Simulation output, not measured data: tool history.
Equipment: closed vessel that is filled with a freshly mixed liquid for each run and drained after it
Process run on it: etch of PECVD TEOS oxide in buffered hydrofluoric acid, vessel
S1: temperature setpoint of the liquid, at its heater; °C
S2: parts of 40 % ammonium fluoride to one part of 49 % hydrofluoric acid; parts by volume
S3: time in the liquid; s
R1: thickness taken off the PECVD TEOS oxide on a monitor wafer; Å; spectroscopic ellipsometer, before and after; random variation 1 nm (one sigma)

| run | hour | S1 | S2 | S3 | R1 |
|---|---|---|---|---|---|
| 1 | 0.0 | 22.0 | 11.0 | 95 | 1417.6 |
| 2 | 8.3 | 22.0 | 9.5 | 95 | 1635.5 |
| 3 | 13.2 | 20.5 | 9.5 | 95 | 1492.8 |
| 4 | 18.4 | 19.5 | 9.5 | 95 | 1405.9 |
| 5 | 24.1 | 19.5 | 9.5 | 105 | 1586.8 |
| 6 | 28.7 | 19.0 | 10.0 | 105 | 1470.6 |
| 7 | 29.9 | 18.5 | 10.0 | 105 | 1421.3 |

Predict the results of run 8:
| 8 | 31.8 | 18.0 | 10.0 | 105 | ? |

{"run 8": {"R1": 1391.3}}
